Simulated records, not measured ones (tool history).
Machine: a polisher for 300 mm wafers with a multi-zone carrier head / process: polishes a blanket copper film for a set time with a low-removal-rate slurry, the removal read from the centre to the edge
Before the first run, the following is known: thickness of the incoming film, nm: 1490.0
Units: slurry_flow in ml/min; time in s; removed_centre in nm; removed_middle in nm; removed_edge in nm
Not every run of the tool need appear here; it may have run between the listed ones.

run    day  slurry_flow  centre_zone  middle_zone  edge_zone  slurry_solids  time  removed_centre  removed_middle  removed_edge
  1  0.000          230         1.00         1.00       1.00           1.00    64         131.110         132.960       130.180
  2  0.308          220         0.98         0.95       0.96           0.85    55         105.810         104.350       105.400
  3  0.617          210         0.96         0.92       0.92           0.75    50          91.992          91.739        92.336
  4  0.671          210         0.96         0.92       0.92           0.75    57         104.580         103.560       101.240
  5  0.933          190         0.96         0.92       0.92           0.75    57         102.390         101.380       102.790
  6  1.088          185         0.95         0.89       0.90           0.65    52          91.269          88.091        91.463
  7  1.429          185         0.93         0.87       0.88           0.60    48          82.260          78.391        80.881
  8  1.750          180         0.90         0.85       0.87           0.55    47          74.451          74.815        78.829
  9  2.067          180         0.90         0.85       0.87           0.55    47          74.702          73.591        79.565
 10  2.317          180         0.90         0.85       0.87           0.55    47          75.273          74.029        80.892

Run 11 comes next. What will it give?
 11  2.421          180         0.90         0.85       0.85           0.55    45               ?               ?             ?

removed_centre: 72.619 nm
removed_middle: 70.620 nm
removed_edge: 74.304 nm

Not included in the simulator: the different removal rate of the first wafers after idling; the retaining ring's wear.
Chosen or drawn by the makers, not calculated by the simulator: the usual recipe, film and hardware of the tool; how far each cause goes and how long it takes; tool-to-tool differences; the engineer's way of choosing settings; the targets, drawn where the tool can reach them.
